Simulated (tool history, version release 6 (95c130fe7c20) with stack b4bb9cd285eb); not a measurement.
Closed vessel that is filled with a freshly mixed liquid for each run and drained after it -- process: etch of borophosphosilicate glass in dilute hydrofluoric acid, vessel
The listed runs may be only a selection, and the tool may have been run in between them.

run,hour,temperature setpoint of the liquid (°C),parts of water to one part of 49 % hydrofluoric acid (parts by volume),time in the liquid (s),thickness taken off the borophosphosilicate glass on a monitor wafer (Å)
1,0.0,25.0,160,150,684.60
2,1.9,23.0,160,150,631.00
3,7.8,21.5,175,150,539.49
4,10.4,21.5,175,150,538.16
5,19.1,20.5,185,150,485.79
6,24.5,20.5,145,150,645.16
7,25.9,19.5,160,150,550.94
8,28.5,19.0,175,150,487.61

Forecast run 9:
9,29.8,18.5,185,150,?

{"run 9": {"thickness taken off the borophosphosilicate glass on a monitor wafer (Å)": 450.77}}
